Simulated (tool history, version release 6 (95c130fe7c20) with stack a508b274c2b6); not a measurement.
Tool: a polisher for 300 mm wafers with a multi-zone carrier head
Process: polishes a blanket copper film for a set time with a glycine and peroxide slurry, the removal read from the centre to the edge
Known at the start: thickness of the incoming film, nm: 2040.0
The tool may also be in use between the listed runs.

run,hour,flow of slurry (ml/min),pressure of the head's centre zone,pressure of the head's middle zone,pressure of the head's edge zone,polishing time (s),film removed at the wafer's centre (Å),film removed at mid-radius (Å),film removed at the wafer's edge (Å)
1,0.0,310,1.00,1.00,1.00,82,5242.7,5116.5,5346.3
2,3.7,310,1.00,1.00,0.92,82,5193.5,5249.9,5092.5
3,12.6,320,1.02,1.03,0.95,86,5634.7,5582.6,5392.4
4,15.9,325,1.02,1.05,0.97,90,5909.9,5959.6,5684.3
5,24.5,325,1.02,1.02,0.97,90,5841.5,5745.2,5792.8
6,26.9,325,1.02,1.02,0.97,97,6434.4,6410.1,6161.6
7,28.9,330,1.03,1.04,0.99,98,6453.5,6418.0,6333.7
8,33.2,335,1.04,1.06,1.00,100,6684.6,6656.2,6452.3
9,38.5,340,1.05,1.08,1.01,101,6803.0,6806.4,6527.6
10,42.8,345,1.06,1.09,1.02,102,6981.7,7122.4,6680.1
11,44.2,355,1.07,1.10,1.03,102,7017.3,7079.0,6725.1
12,47.7,360,1.08,1.11,1.04,103,7132.4,7234.5,6860.6
13,52.9,365,1.09,1.12,1.04,103,7164.3,7188.1,6857.5

Run 14 is up next; what results do you expect?
14,54.9,370,1.10,1.13,1.04,103,?,?,?

Run 14 yielded film removed at the wafer's centre (Å) 7323.7, film removed at mid-radius (Å) 7349.7, film removed at the wafer's edge (Å) 6765.7.

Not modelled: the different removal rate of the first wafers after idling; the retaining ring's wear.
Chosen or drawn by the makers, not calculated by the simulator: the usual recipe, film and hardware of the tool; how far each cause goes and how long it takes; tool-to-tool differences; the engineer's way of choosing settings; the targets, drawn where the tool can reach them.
